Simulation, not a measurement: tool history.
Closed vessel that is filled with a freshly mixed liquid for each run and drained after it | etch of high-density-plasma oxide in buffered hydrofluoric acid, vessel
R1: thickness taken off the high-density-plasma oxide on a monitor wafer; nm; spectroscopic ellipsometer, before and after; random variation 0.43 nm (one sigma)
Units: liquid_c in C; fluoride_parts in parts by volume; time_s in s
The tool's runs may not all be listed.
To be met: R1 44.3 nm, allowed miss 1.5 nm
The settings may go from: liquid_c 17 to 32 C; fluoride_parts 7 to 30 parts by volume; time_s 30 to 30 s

run 1 hour=0 | liquid_c=24 fluoride_parts=19 time_s=30 | R1=17.234
run 2 hour=5.2 | liquid_c=24 fluoride_parts=14.5 time_s=30 | R1=22.571
run 3 hour=7.1 | liquid_c=27 fluoride_parts=14.5 time_s=30 | R1=26.419
run 4 hour=10.9 | liquid_c=28 fluoride_parts=13.5 time_s=30 | R1=29.582
run 5 hour=12.6 | liquid_c=28 fluoride_parts=11 time_s=30 | R1=36.522
run 6 hour=15.3 | liquid_c=28.5 fluoride_parts=11 time_s=30 | R1=37.312
run 7 hour=19.1 | liquid_c=29 fluoride_parts=11 time_s=30 | R1=39.383
run 8 hour=26.9 | liquid_c=29.5 fluoride_parts=11 time_s=30 | R1=40.097
run 9 hour=34.4 | liquid_c=30 fluoride_parts=11 time_s=30 | R1=39.922
run 10 hour=40.2 | liquid_c=30.5 fluoride_parts=11 time_s=30 | R1=41.54

Which of these 4 next moves meets every target?
run A hour=46 | liquid_c=28.5 fluoride_parts=8 time_s=30 | R1=?
run B hour=46 | liquid_c=29.5 fluoride_parts=10.5 time_s=30 | R1=?
run C hour=46 | liquid_c=30.5 fluoride_parts=10.5 time_s=30 | R1=?
run D hour=46 | liquid_c=28 fluoride_parts=10.5 time_s=30 | R1=?

move=A R1=49.93
move=B R1=41.378
move=C R1=43.635
move=D R1=38.184
A: takes the result that was furthest off past its target
B: further off than the last run
C: meets every target
D: further off than the last run
Answer: C
